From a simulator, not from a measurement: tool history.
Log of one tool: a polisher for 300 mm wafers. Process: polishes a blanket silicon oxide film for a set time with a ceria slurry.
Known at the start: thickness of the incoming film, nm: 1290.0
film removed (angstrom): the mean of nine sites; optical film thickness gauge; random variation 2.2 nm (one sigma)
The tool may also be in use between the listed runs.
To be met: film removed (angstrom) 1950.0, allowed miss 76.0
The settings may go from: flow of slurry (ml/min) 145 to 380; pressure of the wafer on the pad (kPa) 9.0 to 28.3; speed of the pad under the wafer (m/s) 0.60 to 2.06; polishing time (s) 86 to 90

run,hour,flow of slurry (ml/min),pressure of the wafer on the pad (kPa),speed of the pad under the wafer (m/s),polishing time (s),film removed (angstrom)
1,0.0,245,18.6,1.32,86,3755.4
2,2.3,245,15.2,1.26,86,2923.7
3,4.8,245,15.2,1.26,90,3038.6
4,12.5,245,11.0,1.26,90,2424.7
5,14.1,245,13.8,1.26,90,2910.7
6,18.6,245,12.4,1.20,90,2613.7
7,27.5,245,11.0,1.14,90,2220.3
8,36.0,245,10.3,1.14,90,2176.7

5 next moves are on the table. One of them brings every result within its allowed miss. Which?
A,44.5,250,9.7,1.08,89,?
B,44.5,215,10.3,1.18,90,?
C,44.5,190,9.7,1.36,86,?
D,44.5,240,11.0,1.12,89,?
E,44.5,220,11.7,1.10,86,?

move,film removed (angstrom)
A,1925.0
B,2157.9
C,2157.2
D,2181.3
E,2153.6
A: meets every target
B: nearer than the last run, and not there yet
C: nearer than the last run, and not there yet
D: as far off as the last run
E: nearer than the last run, and not there yet
Move A is the one to make.

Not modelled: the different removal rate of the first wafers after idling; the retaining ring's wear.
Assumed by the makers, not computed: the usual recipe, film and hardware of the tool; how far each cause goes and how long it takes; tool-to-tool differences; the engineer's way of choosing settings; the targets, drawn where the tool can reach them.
